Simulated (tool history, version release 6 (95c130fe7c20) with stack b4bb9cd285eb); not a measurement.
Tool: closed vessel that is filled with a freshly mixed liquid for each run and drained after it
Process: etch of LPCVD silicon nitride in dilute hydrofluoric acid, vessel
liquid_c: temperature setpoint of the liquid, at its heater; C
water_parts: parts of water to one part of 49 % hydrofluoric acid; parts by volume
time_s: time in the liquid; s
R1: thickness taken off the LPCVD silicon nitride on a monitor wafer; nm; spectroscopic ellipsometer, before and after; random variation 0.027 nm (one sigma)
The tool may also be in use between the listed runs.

{"run": 1, "hour": 0.0, "liquid_c": 21, "water_parts": 100, "time_s": 610, "R1": 2.6499}
{"run": 2, "hour": 7.8, "liquid_c": 21, "water_parts": 85, "time_s": 610, "R1": 3.1095}
{"run": 3, "hour": 13.9, "liquid_c": 23.5, "water_parts": 85, "time_s": 610, "R1": 3.6665}
{"run": 4, "hour": 16.8, "liquid_c": 25, "water_parts": 85, "time_s": 610, "R1": 4.0127}
{"run": 5, "hour": 23.2, "liquid_c": 25, "water_parts": 115, "time_s": 610, "R1": 2.9931}
{"run": 6, "hour": 29.5, "liquid_c": 23, "water_parts": 115, "time_s": 610, "R1": 2.6278}
{"run": 7, "hour": 35.0, "liquid_c": 23, "water_parts": 115, "time_s": 610, "R1": 2.6075}
{"run": 8, "hour": 38.4, "liquid_c": 25, "water_parts": 105, "time_s": 610, "R1": 3.2938}
{"run": 9, "hour": 42.6, "liquid_c": 26.5, "water_parts": 100, "time_s": 610, "R1": 3.7706}
{"run": 10, "hour": 50.7, "liquid_c": 27.5, "water_parts": 95, "time_s": 610, "R1": 4.2395}
{"run": 11, "hour": 52.8, "liquid_c": 28, "water_parts": 90, "time_s": 610, "R1": 4.5828}
{"run": 12, "hour": 59.8, "liquid_c": 28.5, "water_parts": 90, "time_s": 610, "R1": 4.7855}

Estimate the outcome of run 13 from the log above:
{"run": 13, "hour": 63.8, "liquid_c": 28.5, "water_parts": 90, "time_s": 610, "R1": "?"}

{"run 13": {"R1": 4.795}}
